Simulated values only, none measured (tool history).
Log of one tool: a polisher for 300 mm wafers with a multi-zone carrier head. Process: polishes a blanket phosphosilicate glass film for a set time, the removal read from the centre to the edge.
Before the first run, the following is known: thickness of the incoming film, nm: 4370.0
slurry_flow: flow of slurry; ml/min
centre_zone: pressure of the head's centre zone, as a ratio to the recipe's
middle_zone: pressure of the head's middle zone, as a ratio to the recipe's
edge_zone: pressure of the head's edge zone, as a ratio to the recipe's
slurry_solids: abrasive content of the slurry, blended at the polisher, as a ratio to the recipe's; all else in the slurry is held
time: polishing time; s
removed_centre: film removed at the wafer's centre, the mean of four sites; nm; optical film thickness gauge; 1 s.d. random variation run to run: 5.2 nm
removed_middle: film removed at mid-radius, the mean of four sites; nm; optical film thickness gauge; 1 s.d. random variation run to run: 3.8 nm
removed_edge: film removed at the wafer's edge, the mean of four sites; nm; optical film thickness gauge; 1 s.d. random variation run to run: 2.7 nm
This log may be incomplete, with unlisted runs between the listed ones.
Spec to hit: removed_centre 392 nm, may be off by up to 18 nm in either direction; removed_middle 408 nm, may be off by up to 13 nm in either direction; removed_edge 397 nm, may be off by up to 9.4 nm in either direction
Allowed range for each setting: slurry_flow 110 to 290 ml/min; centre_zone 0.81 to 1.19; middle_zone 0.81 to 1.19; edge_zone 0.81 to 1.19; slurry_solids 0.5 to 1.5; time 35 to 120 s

run  hour  slurry_flow  centre_zone  middle_zone  edge_zone  slurry_solids  time  removed_centre  removed_middle  removed_edge
  1     0          185            1            1          1              1    77          559.93          557.36        555.61
  2   2.4          185            1            1          1           1.15    77          574.45          579.78        584.28
  3   8.4          180         0.99         0.99       0.99            1.1    77          554.75           575.1        565.62
  4  16.6          180         0.98         0.98       0.98           1.05    77          563.58          549.43        562.25
  5    21          175         0.97         0.99       0.98              1    76          524.54           548.4        543.42
  6  24.8          175         0.97         1.02       0.98              1    76          539.68          564.68        542.53
  7  25.3          170         0.96         1.01       0.97           0.95    75          512.29          534.42        523.34
  8  26.3          165         0.95         1.01       0.96            0.9    74           486.9          529.27        506.39
  9  31.4          165         0.95            1       0.95           0.85    74          475.34          512.87        493.08
 10  37.4          165         0.95         0.99       0.94            0.8    74          467.69          502.17        488.54
 11  43.3          165         0.95         0.99       0.93           0.75    73           443.5          475.43        465.34
 12  48.2          165         0.95         0.99       0.92           0.75    73          445.05          480.75        465.03
 13  49.3          165         0.95         0.99       0.91            0.7    73           451.7          474.57        454.44
 14  57.6          165         0.95         0.98        0.9            0.7    73          447.43          469.07        458.66
 15  60.2          155         0.96         0.98       0.88            0.6    71          411.24           439.3        418.71
 16  63.5          150         0.96         0.98       0.88            0.6    71          425.36          431.62        411.51

Of the 4 settings listed for the next run, only one would bring every result within its allowed miss of target. Which one?
  A  66.8          225         0.93         1.15       0.97            0.5    67               ?               ?             ?
  B  66.8          115         0.91         0.94       0.83            0.9    64               ?               ?             ?
  C  66.8          140         1.05         0.94       0.86           0.55    78               ?               ?             ?
  D  66.8          110         1.19         0.98       0.91            0.7    65               ?               ?             ?

move  removed_centre  removed_middle  removed_edge
   A          394.81          469.94         402.7
   B          398.23          412.08        397.92
   C          504.62          450.62        440.06
   D          493.59          403.14        392.74
A: corrects the largest miss of the last run, while another result sits out of spec
B: every result lands within tolerance
C: the biggest miss grows against the last run
D: the biggest miss grows against the last run
B is the move that brings every result within its allowed miss.

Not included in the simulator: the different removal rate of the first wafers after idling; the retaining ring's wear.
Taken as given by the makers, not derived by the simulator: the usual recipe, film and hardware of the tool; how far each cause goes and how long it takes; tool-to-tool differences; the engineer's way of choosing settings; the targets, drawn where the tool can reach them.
